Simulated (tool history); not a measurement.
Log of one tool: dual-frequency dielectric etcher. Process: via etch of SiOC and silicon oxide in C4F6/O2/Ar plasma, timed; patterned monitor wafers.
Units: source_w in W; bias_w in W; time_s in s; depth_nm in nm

run    day  source_w  bias_w  time_s  depth_nm
  1      0       260     175    55.5    52.852
  2  0.179       260     175    55.5    52.844
  3  0.358       250     172    55.5    51.261
  4  0.721       250     172    55.5    51.691
  5  1.025       240     170    55.5    50.595
  6  1.346       240     170    55.5    50.188

Run 7, settings as shown, results not yet in. Your forecast:
  7  1.408       230     169    55.5         ?

Run 7 gave depth_nm 48.887 nm.

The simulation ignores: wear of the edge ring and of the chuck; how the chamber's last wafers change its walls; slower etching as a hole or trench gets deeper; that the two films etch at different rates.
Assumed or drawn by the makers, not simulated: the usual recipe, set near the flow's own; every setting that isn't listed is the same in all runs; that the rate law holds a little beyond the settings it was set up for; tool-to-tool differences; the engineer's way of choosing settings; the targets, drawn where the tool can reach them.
